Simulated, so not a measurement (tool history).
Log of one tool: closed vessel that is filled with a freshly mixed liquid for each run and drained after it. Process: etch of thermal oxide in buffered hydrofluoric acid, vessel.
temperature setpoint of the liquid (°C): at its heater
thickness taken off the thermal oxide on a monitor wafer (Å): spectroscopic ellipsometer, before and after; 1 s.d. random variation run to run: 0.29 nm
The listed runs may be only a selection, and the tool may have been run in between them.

run	hour	temperature setpoint of the liquid (°C)	parts of 40 % ammonium fluoride to one part of 49 % hydrofluoric acid (parts by volume)	time in the liquid (s)	thickness taken off the thermal oxide on a monitor wafer (Å)
1	0	20	18.5	95	475.67
2	0.8	20	18.5	105	532.81
3	2.9	19.5	19	105	496.81
4	8	19	19	105	498.59
# hour 16.3: hydrofluoric acid flow meter replaced
5	16.3	19	14.5	105	577.47
6	17.3	18.5	15.5	105	520.51

Run 7 has not been measured yet. What should we expect?
7	20.7	18.5	16	105	?

{"run 7": {"thickness taken off the thermal oxide on a monitor wafer (Å)": 506.73}}
